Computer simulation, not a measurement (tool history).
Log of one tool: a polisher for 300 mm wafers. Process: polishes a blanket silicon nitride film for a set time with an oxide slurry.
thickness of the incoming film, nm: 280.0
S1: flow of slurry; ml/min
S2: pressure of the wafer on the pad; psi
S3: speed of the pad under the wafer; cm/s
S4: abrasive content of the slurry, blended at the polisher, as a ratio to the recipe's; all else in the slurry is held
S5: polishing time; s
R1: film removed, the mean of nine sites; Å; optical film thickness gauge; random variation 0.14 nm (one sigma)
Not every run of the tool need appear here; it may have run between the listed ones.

run,hour,S1,S2,S3,S4,S5,R1
1,0,210,4.1,136,1,49,377.1
2,8.7,210,4.1,136,1.1,49,392.68
3,16.7,210,4.1,110,1.1,49,332.52
4,22.5,210,5,110,1.1,49,397.42
5,29.4,210,4.4,102,1.1,49,335.51
6,32.5,210,4.4,76,1.1,49,263.43
7,41,210,4.4,76,1.1,49,263.48

Run 8 is up next; what results do you expect?
8,46.5,210,4,76,1.1,49,?

{"run 8": {"R1": 238}}

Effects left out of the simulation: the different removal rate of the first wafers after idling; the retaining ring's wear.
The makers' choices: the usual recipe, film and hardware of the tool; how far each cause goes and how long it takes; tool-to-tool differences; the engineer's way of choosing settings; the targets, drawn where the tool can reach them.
